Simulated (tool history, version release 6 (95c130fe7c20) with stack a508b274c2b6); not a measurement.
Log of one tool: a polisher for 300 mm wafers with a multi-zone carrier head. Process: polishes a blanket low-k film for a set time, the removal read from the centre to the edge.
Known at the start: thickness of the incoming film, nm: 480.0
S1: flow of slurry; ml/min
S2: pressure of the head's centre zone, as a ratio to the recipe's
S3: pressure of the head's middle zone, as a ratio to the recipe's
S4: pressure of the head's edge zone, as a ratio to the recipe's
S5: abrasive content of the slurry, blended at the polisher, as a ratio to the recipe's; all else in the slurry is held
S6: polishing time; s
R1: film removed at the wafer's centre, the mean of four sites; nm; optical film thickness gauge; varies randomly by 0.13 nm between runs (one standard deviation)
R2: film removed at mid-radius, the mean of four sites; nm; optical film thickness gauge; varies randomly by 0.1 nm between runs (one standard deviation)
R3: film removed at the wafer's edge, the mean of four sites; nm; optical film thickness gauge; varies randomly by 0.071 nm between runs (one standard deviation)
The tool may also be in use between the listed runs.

Run 1, day 0.000: S1 175 ml/min, S2 1.00, S3 1.00, S4 1.00, S5 1.00, S6 34 s. Result: R1 6.8721 nm, R2 6.8660 nm, R3 6.9937 nm.
Run 2, day 0.275: S1 175 ml/min, S2 1.00, S3 1.00, S4 1.00, S5 1.00, S6 31 s. Result: R1 6.1704 nm, R2 6.1408 nm, R3 6.3902 nm.
Run 3, day 0.546: S1 175 ml/min, S2 1.00, S3 1.00, S4 1.00, S5 1.00, S6 39 s. Result: R1 7.6852 nm, R2 7.9093 nm, R3 7.9893 nm.
Run 4, day 0.767: S1 175 ml/min, S2 1.00, S3 1.00, S4 1.00, S5 1.00, S6 45 s. Result: R1 9.3483 nm, R2 9.1834 nm, R3 9.3838 nm.
Run 5, day 1.025: S1 170 ml/min, S2 0.99, S3 0.99, S4 1.00, S5 1.00, S6 45 s. Result: R1 8.8480 nm, R2 9.0576 nm, R3 9.3935 nm.
At day 1.292: worn pad replaced by a new one.
Run 6, day 1.292: S1 170 ml/min, S2 1.00, S3 0.98, S4 1.00, S5 1.00, S6 45 s. Result: R1 10.2310 nm, R2 10.1950 nm, R3 10.4720 nm.
Run 7, day 1.500: S1 185 ml/min, S2 1.00, S3 0.98, S4 1.02, S5 0.95, S6 45 s. Result: R1 9.9189 nm, R2 9.9461 nm, R3 10.2090 nm.
Run 8, day 1.871: S1 190 ml/min, S2 0.96, S3 0.88, S4 0.97, S5 0.75, S6 45 s. Result: R1 8.4088 nm, R2 7.7292 nm, R3 8.4318 nm.

For run 9, what comes out?
Run 9, day 2.012: S1 200 ml/min, S2 0.96, S3 0.89, S4 0.99, S5 0.75, S6 45 s. Result: R1 ?, R2 ?, R3 ?.

R1: 8.2344 nm
R2: 7.7732 nm
R3: 8.5409 nm

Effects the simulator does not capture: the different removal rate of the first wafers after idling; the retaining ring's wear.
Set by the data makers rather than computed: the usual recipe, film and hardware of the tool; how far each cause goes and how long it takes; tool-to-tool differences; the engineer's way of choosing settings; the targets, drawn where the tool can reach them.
